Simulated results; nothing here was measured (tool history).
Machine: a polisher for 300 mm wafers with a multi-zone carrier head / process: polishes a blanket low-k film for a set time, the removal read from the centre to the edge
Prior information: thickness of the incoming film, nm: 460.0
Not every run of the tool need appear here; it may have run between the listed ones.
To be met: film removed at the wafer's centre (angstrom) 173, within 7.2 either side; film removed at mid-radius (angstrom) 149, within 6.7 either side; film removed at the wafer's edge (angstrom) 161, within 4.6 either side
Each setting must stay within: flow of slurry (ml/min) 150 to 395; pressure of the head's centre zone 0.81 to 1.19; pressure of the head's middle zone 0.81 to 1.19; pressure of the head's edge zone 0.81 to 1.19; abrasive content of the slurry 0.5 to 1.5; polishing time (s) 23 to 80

run	hour	flow of slurry (ml/min)	pressure of the head's centre zone	pressure of the head's middle zone	pressure of the head's edge zone	abrasive content of the slurry	polishing time (s)	film removed at the wafer's centre (angstrom)	film removed at mid-radius (angstrom)	film removed at the wafer's edge (angstrom)
1	0	250	1	1	1	1	51	188	185.74	191.5
2	2.1	190	1	1	1	1	51	185.76	185.68	189.41
3	11.1	190	1.01	0.98	0.98	0.95	51	180.06	177.68	180.79
4	18.1	190	1.01	0.98	0.98	0.95	38	135.08	132.3	136.02
5	27.1	190	1.01	0.9	0.98	0.95	38	131.3	125.31	139.31
6	32.1	195	1.03	0.92	1	1	38	141.23	126.93	141.03
7	37.2	200	1.03	0.94	1.02	1.05	38	144.56	133.32	146.94
8	45.3	205	1.04	0.95	1.03	1.05	38	146.82	133.24	147
9	47.8	210	1.05	0.96	1.04	1.05	38	149.22	134.29	151.25
10	56.8	280	1.15	1.04	1.01	1.1	38	173.48	152.45	150.54
11	59.7	280	1.15	1.03	1.02	1.1	38	169.49	149.73	152.12
12	64	280	1.15	1.03	1.03	1.1	38	168.33	154.1	152.15
13	71.8	280	1.15	1.02	1.04	1.1	38	172.96	147.76	154.22
14	75.1	280	1.15	1.02	1.05	1.1	38	172.46	151.6	154.24

Which single option among these 4 for the next run brings every result within its allowed miss of target? Just one does.
A	78.4	285	1.19	1.01	1.01	1	40	?	?	?
B	78.4	280	1.18	1.05	1.03	1.15	36	?	?	?
C	78.4	285	1.19	1.03	1.18	1.05	38	?	?	?
D	78.4	280	1.19	1.05	1.03	1.25	35	?	?	?

move	film removed at the wafer's centre (angstrom)	film removed at mid-radius (angstrom)	film removed at the wafer's edge (angstrom)
A	176.87	149.75	152.29
B	168.26	148.47	147.46
C	172.03	148.03	160.14
D	171.03	149.62	148.62
A: misses by more than the last run did
B: misses by more than the last run did
C: all results in spec
D: misses by more than the last run did
So the answer is move C, the one that meets all the targets.
